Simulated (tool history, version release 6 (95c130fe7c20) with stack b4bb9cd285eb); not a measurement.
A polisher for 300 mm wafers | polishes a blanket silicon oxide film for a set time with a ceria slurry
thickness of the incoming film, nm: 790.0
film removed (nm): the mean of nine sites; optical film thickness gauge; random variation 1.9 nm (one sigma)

run  hour  flow of slurry (ml/min)  pressure of the wafer on the pad (kPa)  speed of the pad under the wafer (cm/s)  polishing time (s)  film removed (nm)
  1   0.0                      250                                    16.5                                      134                  83             353.10
  2   6.0                      245                                    15.9                                      134                  83             339.21
  3  11.0                      245                                    15.9                                      134                  87             358.60
  4  13.7                      240                                    14.5                                      134                  87             322.17
  5  17.4                      240                                    14.5                                      134                  87             324.82
  6  21.3                      240                                    14.5                                      146                  87             352.63
  7  28.2                      230                                    13.8                                      146                  87             333.65
  8  32.5                      220                                    13.1                                      146                  87             318.71

Forecast run 9:
     35.0  -- slurry nozzle cleaned
  9  35.0                      215                                    12.4                                      146                  87                  ?

Run 9 gave film removed (nm) 316.39.

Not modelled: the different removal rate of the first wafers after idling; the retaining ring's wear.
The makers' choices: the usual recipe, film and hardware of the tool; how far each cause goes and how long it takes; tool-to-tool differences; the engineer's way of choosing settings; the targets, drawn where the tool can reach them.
